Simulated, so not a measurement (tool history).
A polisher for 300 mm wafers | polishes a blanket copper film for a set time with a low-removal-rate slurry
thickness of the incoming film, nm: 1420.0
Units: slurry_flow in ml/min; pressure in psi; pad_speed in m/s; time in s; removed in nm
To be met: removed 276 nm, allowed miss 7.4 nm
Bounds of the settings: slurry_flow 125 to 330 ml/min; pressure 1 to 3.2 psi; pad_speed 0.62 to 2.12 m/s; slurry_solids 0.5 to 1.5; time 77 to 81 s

run,hour,slurry_flow,pressure,pad_speed,slurry_solids,time,removed
1,0,210,2.1,1.36,1,77,248.37
2,7.9,210,2.1,1.36,1,77,242.78
3,9,215,2.1,1.36,1,77,245.25
4,10.3,215,2.1,1.36,1,77,245.67
5,15.1,215,2.1,1.36,1,81,260.11
6,23.8,215,1.7,1.36,1,81,215.53
7,28.2,215,1.7,1.36,1,81,215.7
8,31.7,220,1.8,1.36,1,81,230.76
9,38.7,235,1.8,1.36,1,81,232.93
10,39.7,250,1.8,1.36,1,81,234.29
11,48,260,1.9,1.36,1,81,244.58
12,52,260,2,1.36,1,81,254.53
13,52.9,260,2.1,1.36,1,81,262.56

4 next moves are on the table. One of them brings every result within its allowed miss. Which?
A,53.8,270,2.2,1.44,0.95,79,?
B,53.8,275,2,1.34,1.05,78,?
C,53.8,285,2.2,1.24,0.95,81,?
D,53.8,235,2,1.44,1.05,77,?

move,removed
A,274.9
B,245.13
C,256.71
D,249.9
A: meets every target
B: further off than the last run
C: further off than the last run
D: further off than the last run
Move A is the one to make.

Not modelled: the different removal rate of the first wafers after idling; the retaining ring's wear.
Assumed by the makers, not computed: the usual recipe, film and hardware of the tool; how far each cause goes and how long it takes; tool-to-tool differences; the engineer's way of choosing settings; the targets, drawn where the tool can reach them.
